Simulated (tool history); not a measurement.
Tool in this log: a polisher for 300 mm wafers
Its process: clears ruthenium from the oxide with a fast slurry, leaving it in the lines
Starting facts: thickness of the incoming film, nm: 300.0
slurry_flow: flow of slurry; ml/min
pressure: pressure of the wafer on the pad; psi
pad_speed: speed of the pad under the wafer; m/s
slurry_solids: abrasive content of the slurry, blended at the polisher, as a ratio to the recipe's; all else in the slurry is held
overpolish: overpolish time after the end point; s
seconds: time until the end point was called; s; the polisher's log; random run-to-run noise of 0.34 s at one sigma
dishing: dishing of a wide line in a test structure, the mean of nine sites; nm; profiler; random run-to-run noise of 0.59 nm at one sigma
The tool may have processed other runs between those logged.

run	hour	slurry_flow	pressure	pad_speed	slurry_solids	overpolish	seconds	dishing
1	0	130	3.4	1	1	22	58.249	45.63
2	4.8	135	3.5	1	1	21	55.525	45.616
3	6.1	135	3.5	1	1	28	56.792	47.802
4	9.9	140	3.6	1	1	26	54.498	47.756
5	14.4	145	3.6	1	1	24	54.2	47.423
6	18.2	145	3.6	1	0.8	24	59.713	45.83
7	19.3	145	3.7	1	0.8	22	58.498	45.447

Run 8 has not been measured yet. What should we expect?
8	25	145	3.8	1	0.8	20	?	?

seconds: 56.842 s
dishing: 42.978 nm

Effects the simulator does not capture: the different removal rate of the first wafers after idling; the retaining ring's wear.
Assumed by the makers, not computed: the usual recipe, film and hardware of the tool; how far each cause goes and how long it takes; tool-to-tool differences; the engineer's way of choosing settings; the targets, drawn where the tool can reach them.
